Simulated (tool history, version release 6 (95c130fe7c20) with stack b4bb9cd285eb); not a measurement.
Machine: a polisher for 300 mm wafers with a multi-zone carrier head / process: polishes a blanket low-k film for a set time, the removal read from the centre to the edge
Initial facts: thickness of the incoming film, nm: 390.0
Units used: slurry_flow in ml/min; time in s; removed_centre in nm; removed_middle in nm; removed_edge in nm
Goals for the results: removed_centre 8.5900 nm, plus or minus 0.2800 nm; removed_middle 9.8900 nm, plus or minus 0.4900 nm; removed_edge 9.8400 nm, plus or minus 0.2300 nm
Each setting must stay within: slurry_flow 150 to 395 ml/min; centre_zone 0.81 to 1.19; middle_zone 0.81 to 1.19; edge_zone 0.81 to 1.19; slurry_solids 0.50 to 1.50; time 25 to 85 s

Run 1, day 0.000: slurry_flow 250 ml/min, centre_zone 1.00, middle_zone 1.00, edge_zone 1.00, slurry_solids 1.00, time 55 s. Result: removed_centre 20.5320 nm, removed_middle 20.1350 nm, removed_edge 19.9750 nm.
Run 2, day 0.300: slurry_flow 240 ml/min, centre_zone 0.96, middle_zone 0.99, edge_zone 0.98, slurry_solids 0.90, time 50 s. Result: removed_centre 17.3770 nm, removed_middle 17.1560 nm, removed_edge 17.6340 nm.
Run 3, day 0.458: slurry_flow 235 ml/min, centre_zone 0.93, middle_zone 1.01, edge_zone 0.96, slurry_solids 0.80, time 45 s. Result: removed_centre 14.5290 nm, removed_middle 15.3330 nm, removed_edge 15.1100 nm.
Run 4, day 0.621: slurry_flow 235 ml/min, centre_zone 0.93, middle_zone 1.01, edge_zone 0.96, slurry_solids 0.80, time 40 s. Result: removed_centre 13.1030 nm, removed_middle 13.2930 nm, removed_edge 13.4930 nm.
Run 5, day 0.658: slurry_flow 190 ml/min, centre_zone 0.93, middle_zone 1.01, edge_zone 0.96, slurry_solids 0.80, time 40 s. Result: removed_centre 12.4710 nm, removed_middle 13.5120 nm, removed_edge 13.0170 nm.
Run 6, day 0.992: slurry_flow 150 ml/min, centre_zone 0.93, middle_zone 1.01, edge_zone 0.96, slurry_solids 0.80, time 40 s. Result: removed_centre 11.7470 nm, removed_middle 12.6340 nm, removed_edge 12.7210 nm.
Run 7, day 1.229: slurry_flow 150 ml/min, centre_zone 0.91, middle_zone 1.01, edge_zone 0.95, slurry_solids 0.75, time 39 s. Result: removed_centre 11.2220 nm, removed_middle 12.5030 nm, removed_edge 12.0590 nm.
Run 8, day 1.588: slurry_flow 150 ml/min, centre_zone 0.89, middle_zone 1.00, edge_zone 0.95, slurry_solids 0.70, time 38 s. Result: removed_centre 10.5170 nm, removed_middle 11.7860 nm, removed_edge 11.5900 nm.
Run 9, day 1.708: slurry_flow 150 ml/min, centre_zone 0.82, middle_zone 0.96, edge_zone 0.87, slurry_solids 0.50, time 35 s. Result: removed_centre 8.0951 nm, removed_middle 9.3143 nm, removed_edge 9.4047 nm.
Run 10, day 1.808: slurry_flow 160 ml/min, centre_zone 0.82, middle_zone 0.97, edge_zone 0.87, slurry_solids 0.50, time 35 s. Result: removed_centre 8.3744 nm, removed_middle 9.6451 nm, removed_edge 9.5110 nm.

Which single option among these 4 for the next run brings every result within its allowed miss of target? Just one does.
Run A, day 1.908: slurry_flow 215 ml/min, centre_zone 0.81, middle_zone 0.99, edge_zone 0.84, slurry_solids 0.55, time 36 s. Result: removed_centre ?, removed_middle ?, removed_edge ?.
Run B, day 1.908: slurry_flow 150 ml/min, centre_zone 0.85, middle_zone 0.85, edge_zone 1.00, slurry_solids 0.55, time 35 s. Result: removed_centre ?, removed_middle ?, removed_edge ?.
Run C, day 1.908: slurry_flow 150 ml/min, centre_zone 0.84, middle_zone 1.07, edge_zone 0.81, slurry_solids 0.50, time 38 s. Result: removed_centre ?, removed_middle ?, removed_edge ?.
Run D, day 1.908: slurry_flow 205 ml/min, centre_zone 0.85, middle_zone 1.01, edge_zone 0.98, slurry_solids 0.50, time 33 s. Result: removed_centre ?, removed_middle ?, removed_edge ?.

move  removed_centre  removed_middle  removed_edge
   A          9.4429         10.8680       10.2260
   B          8.8713          8.7789       10.2670
   C          9.3277         11.1170        9.8660
   D          8.7729          9.8136        9.7817
A: moves the result that the last run missed by most past its target, out the other side
B: moves the result that the last run missed by most past its target, out the other side
C: brings the last run's worst result on target, with another outside its allowed miss
D: meets every target
Correct choice: D, which meets every target
